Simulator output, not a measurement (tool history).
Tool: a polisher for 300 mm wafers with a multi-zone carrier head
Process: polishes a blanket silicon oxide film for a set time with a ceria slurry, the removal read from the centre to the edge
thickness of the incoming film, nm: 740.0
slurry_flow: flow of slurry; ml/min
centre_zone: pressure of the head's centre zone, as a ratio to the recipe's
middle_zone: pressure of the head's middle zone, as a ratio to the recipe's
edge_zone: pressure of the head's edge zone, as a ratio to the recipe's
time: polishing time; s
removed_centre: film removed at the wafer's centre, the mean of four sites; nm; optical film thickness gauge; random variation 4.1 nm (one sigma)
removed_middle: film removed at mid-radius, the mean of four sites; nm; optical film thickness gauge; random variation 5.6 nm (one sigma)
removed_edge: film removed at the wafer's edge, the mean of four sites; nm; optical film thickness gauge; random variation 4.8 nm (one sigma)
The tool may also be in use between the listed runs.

run 1 day=0 | slurry_flow=280 centre_zone=1 middle_zone=1 edge_zone=1 time=39 | removed_centre=257.05 removed_middle=252.77 removed_edge=261.88
run 2 day=0.254 | slurry_flow=280 centre_zone=1 middle_zone=1.01 edge_zone=1.01 time=41 | removed_centre=272.32 removed_middle=270.61 removed_edge=279.57
run 3 day=0.533 | slurry_flow=225 centre_zone=1 middle_zone=1.01 edge_zone=1.01 time=41 | removed_centre=265.02 removed_middle=262.28 removed_edge=280.14
run 4 day=0.629 | slurry_flow=225 centre_zone=1 middle_zone=1.02 edge_zone=1.02 time=42 | removed_centre=273.37 removed_middle=272.29 removed_edge=273.63
run 5 day=0.733 | slurry_flow=235 centre_zone=0.99 middle_zone=1.02 edge_zone=1.02 time=44 | removed_centre=278.84 removed_middle=288.37 removed_edge=303.53
run 6 day=0.942 | slurry_flow=240 centre_zone=0.99 middle_zone=1.03 edge_zone=1.02 time=45 | removed_centre=287.77 removed_middle=301.28 removed_edge=296.32
run 7 day=1.079 | slurry_flow=240 centre_zone=0.99 middle_zone=1.03 edge_zone=1.03 time=46 | removed_centre=289.18 removed_middle=307.22 removed_edge=307.03
run 8 day=1.283 | slurry_flow=240 centre_zone=0.99 middle_zone=1.03 edge_zone=1.03 time=47 | removed_centre=300.85 removed_middle=304.35 removed_edge=316.53
run 9 day=1.462 | slurry_flow=240 centre_zone=0.99 middle_zone=1.04 edge_zone=1.03 time=48 | removed_centre=311.87 removed_middle=311.91 removed_edge=324
run 10 day=1.771 | slurry_flow=255 centre_zone=0.96 middle_zone=1.14 edge_zone=1.13 time=53 | removed_centre=333.09 removed_middle=397.51 removed_edge=365.03

Forecast run 11:
run 11 day=1.85 | slurry_flow=255 centre_zone=0.96 middle_zone=1.13 edge_zone=1.13 time=53 | removed_centre=? removed_middle=? removed_edge=?

removed_centre: 330.75 nm
removed_middle: 379.82 nm
removed_edge: 377.71 nm
